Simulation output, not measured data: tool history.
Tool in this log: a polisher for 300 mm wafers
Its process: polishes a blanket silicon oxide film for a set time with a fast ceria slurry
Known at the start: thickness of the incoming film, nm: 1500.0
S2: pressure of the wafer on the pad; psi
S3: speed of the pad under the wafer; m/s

{"run": 1, "hour": 0.0, "flow of slurry (ml/min)": 195, "S2": 3.3, "S3": 1.14, "polishing time (s)": 32, "film removed (Å)": 6571.1}
{"run": 2, "hour": 8.2, "flow of slurry (ml/min)": 245, "S2": 3.3, "S3": 1.14, "polishing time (s)": 32, "film removed (Å)": 6597.8}
{"run": 3, "hour": 10.2, "flow of slurry (ml/min)": 245, "S2": 2.9, "S3": 1.14, "polishing time (s)": 32, "film removed (Å)": 6021.5}
{"run": 4, "hour": 14.0, "flow of slurry (ml/min)": 245, "S2": 2.5, "S3": 1.14, "polishing time (s)": 32, "film removed (Å)": 5276}
{"run": 5, "hour": 16.7, "flow of slurry (ml/min)": 245, "S2": 2.3, "S3": 1.14, "polishing time (s)": 32, "film removed (Å)": 4676.8}
{"run": 6, "hour": 19.7, "flow of slurry (ml/min)": 245, "S2": 2.3, "S3": 1.38, "polishing time (s)": 32, "film removed (Å)": 5665.3}

Forecast run 7:
{"run": 7, "hour": 23.8, "flow of slurry (ml/min)": 245, "S2": 2.1, "S3": 1.38, "polishing time (s)": 32, "film removed (Å)": "?"}

For run 7 the tool returned film removed (Å) 5291.1.
